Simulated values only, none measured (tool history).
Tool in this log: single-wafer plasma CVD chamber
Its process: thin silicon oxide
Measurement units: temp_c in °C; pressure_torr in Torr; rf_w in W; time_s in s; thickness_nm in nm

{"run": 1, "day": 0.0, "temp_c": 420, "pressure_torr": 0.842, "rf_w": 325, "time_s": 6.71, "thickness_nm": 12.137}
{"run": 2, "day": 0.35, "temp_c": 413, "pressure_torr": 0.842, "rf_w": 325, "time_s": 6.71, "thickness_nm": 12.082}
{"run": 3, "day": 0.688, "temp_c": 413, "pressure_torr": 0.842, "rf_w": 325, "time_s": 6.4, "thickness_nm": 11.51}
{"run": 4, "day": 1.021, "temp_c": 413, "pressure_torr": 0.787, "rf_w": 325, "time_s": 6.4, "thickness_nm": 11.18}
{"run": 5, "day": 1.388, "temp_c": 403, "pressure_torr": 0.787, "rf_w": 325, "time_s": 6.4, "thickness_nm": 11.228}
{"run": 6, "day": 1.658, "temp_c": 403, "pressure_torr": 0.787, "rf_w": 325, "time_s": 6.71, "thickness_nm": 11.746}
{"run": 7, "day": 1.992, "temp_c": 404, "pressure_torr": 0.723, "rf_w": 320, "time_s": 6.7, "thickness_nm": 11.112}
{"run": 8, "day": 2.292, "temp_c": 404, "pressure_torr": 0.674, "rf_w": 310, "time_s": 6.68, "thickness_nm": 10.601}

What does the tool deliver on the next run?
{"run": 9, "day": 2.367, "temp_c": 404, "pressure_torr": 0.636, "rf_w": 300, "time_s": 6.65, "thickness_nm": "?"}

{"run 9": {"thickness_nm": 10.178}}
